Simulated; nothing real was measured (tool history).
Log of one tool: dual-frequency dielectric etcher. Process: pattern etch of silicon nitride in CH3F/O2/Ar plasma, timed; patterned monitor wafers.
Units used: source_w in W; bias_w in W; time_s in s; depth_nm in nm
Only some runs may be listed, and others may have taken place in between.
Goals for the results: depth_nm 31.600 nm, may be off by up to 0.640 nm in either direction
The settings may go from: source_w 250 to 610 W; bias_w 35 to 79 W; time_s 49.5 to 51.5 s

run    day  source_w  bias_w  time_s  depth_nm
  1  0.000       430      57    49.5    35.099
  2  0.175       430      57    49.5    35.234
  3  0.483       430      57    51.5    36.682
  4  0.512       430      61    51.5    37.446
  5  0.858       490      61    51.5    40.270
  6  1.217       420      61    51.5    37.189
  7  1.292       390      60    51.5    35.460
  8  1.375       370      60    51.5    34.758
  9  1.650       350      60    51.5    33.387
 10  1.988       340      60    51.5    33.313
 11  2.058       330      60    51.5    32.392

5 candidate next runs follow, results not yet known. Just one meets every target within its allowed miss. Identify it.
  A  2.129       330      68    51.0         ?
  B  2.129       310      55    51.0         ?
  C  2.129       300      62    49.5         ?
  D  2.129       340      66    50.5         ?
  E  2.129       350      53    50.5         ?

move  depth_nm
   A    33.538
   B    30.316
   C    29.983
   D    33.425
   E    31.732
A: further off than the last run
B: moves the result that the last run missed by most past its target, out the other side
C: moves the result that the last run missed by most past its target, out the other side
D: further off than the last run
E: every result lands within tolerance
E meets every target.
